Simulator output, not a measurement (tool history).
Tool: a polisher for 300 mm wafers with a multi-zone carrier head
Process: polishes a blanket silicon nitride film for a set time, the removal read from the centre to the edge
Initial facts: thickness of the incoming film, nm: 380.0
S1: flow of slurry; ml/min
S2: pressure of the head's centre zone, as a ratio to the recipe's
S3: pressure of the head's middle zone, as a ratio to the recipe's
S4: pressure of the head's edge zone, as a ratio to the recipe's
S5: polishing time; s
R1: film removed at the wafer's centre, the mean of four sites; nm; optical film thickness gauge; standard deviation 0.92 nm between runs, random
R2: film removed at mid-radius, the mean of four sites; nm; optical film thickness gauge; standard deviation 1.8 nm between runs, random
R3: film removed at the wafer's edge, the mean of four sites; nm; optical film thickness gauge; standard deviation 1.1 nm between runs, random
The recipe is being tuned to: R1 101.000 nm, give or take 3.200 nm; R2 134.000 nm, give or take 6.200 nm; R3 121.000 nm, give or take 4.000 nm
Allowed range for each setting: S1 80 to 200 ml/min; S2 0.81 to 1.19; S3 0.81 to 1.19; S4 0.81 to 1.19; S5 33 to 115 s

run 1 day=0.000 | S1=130 S2=1.00 S3=1.00 S4=1.00 S5=73 | R1=95.815 R2=97.769 R3=97.963
run 2 day=0.296 | S1=140 S2=0.98 S3=1.03 S4=1.03 S5=74 | R1=96.440 R2=103.140 R3=102.400
run 3 day=0.438 | S1=155 S2=0.98 S3=1.03 S4=1.03 S5=74 | R1=99.750 R2=104.470 R3=102.530
run 4 day=0.646 | S1=155 S2=0.96 S3=1.06 S4=1.05 S5=75 | R1=99.498 R2=108.280 R3=104.360
run 5 day=0.762 | S1=155 S2=0.96 S3=0.98 S4=1.05 S5=75 | R1=96.888 R2=102.990 R3=103.550
run 6 day=0.821 | S1=155 S2=0.96 S3=0.98 S4=1.05 S5=61 | R1=80.139 R2=86.088 R3=85.045
run 7 day=1.167 | S1=155 S2=0.94 S3=1.01 S4=1.05 S5=66 | R1=84.741 R2=92.734 R3=93.334
run 8 day=1.471 | S1=165 S2=0.92 S3=1.04 S4=1.04 S5=69 | R1=86.392 R2=100.050 R3=96.331
run 9 day=1.592 | S1=165 S2=0.91 S3=1.06 S4=1.04 S5=72 | R1=90.677 R2=107.020 R3=99.004
run 10 day=1.692 | S1=165 S2=0.90 S3=1.08 S4=1.06 S5=74 | R1=92.267 R2=108.910 R3=104.190
run 11 day=1.862 | S1=170 S2=0.89 S3=1.10 S4=1.06 S5=76 | R1=94.023 R2=116.470 R3=105.040
run 12 day=2.067 | S1=170 S2=0.89 S3=1.10 S4=1.06 S5=76 | R1=94.620 R2=116.850 R3=108.390
run 13 day=2.146 | S1=175 S2=0.89 S3=1.12 S4=1.07 S5=77 | R1=95.803 R2=119.470 R3=108.730
run 14 day=2.471 | S1=175 S2=0.88 S3=1.13 S4=1.08 S5=78 | R1=96.886 R2=126.170 R3=111.240
run 15 day=2.521 | S1=175 S2=0.88 S3=1.13 S4=1.10 S5=78 | R1=94.851 R2=122.160 R3=114.200
run 16 day=2.583 | S1=175 S2=0.88 S3=1.13 S4=1.10 S5=78 | R1=93.749 R2=125.620 R3=111.870
run 17 day=2.808 | S1=175 S2=0.88 S3=1.13 S4=1.10 S5=78 | R1=96.389 R2=123.970 R3=110.910
run 18 day=3.092 | S1=175 S2=0.88 S3=1.13 S4=1.11 S5=79 | R1=96.613 R2=123.770 R3=113.250
run 19 day=3.217 | S1=175 S2=0.88 S3=1.14 S4=1.12 S5=80 | R1=97.880 R2=126.370 R3=117.520
run 20 day=3.308 | S1=180 S2=0.88 S3=1.15 S4=1.12 S5=80 | R1=100.120 R2=127.210 R3=114.720

5 candidate next runs follow, results not yet known. Just one meets every target within its allowed miss. Identify it.
run A day=3.400 | S1=170 S2=0.88 S3=1.09 S4=1.13 S5=81 | R1=? R2=? R3=?
run B day=3.400 | S1=155 S2=0.94 S3=1.15 S4=1.19 S5=78 | R1=? R2=? R3=?
run C day=3.400 | S1=200 S2=0.88 S3=1.19 S4=0.91 S5=78 | R1=? R2=? R3=?
run D day=3.400 | S1=200 S2=0.90 S3=1.17 S4=1.11 S5=75 | R1=? R2=? R3=?
run E day=3.400 | S1=170 S2=0.87 S3=1.15 S4=1.11 S5=83 | R1=? R2=? R3=?

move=A R1=100.290 R2=123.310 R3=117.700
move=B R1=101.430 R2=122.330 R3=115.010
move=C R1=99.377 R2=131.320 R3=103.750
move=D R1=97.732 R2=124.390 R3=109.860
move=E R1=101.630 R2=132.320 R3=119.420
A: puts the biggest miss on target and leaves a different result outside tolerance
B: further off than the last run
C: further off than the last run
D: further off than the last run
E: each result inside its tolerance
The move that meets every target is E.

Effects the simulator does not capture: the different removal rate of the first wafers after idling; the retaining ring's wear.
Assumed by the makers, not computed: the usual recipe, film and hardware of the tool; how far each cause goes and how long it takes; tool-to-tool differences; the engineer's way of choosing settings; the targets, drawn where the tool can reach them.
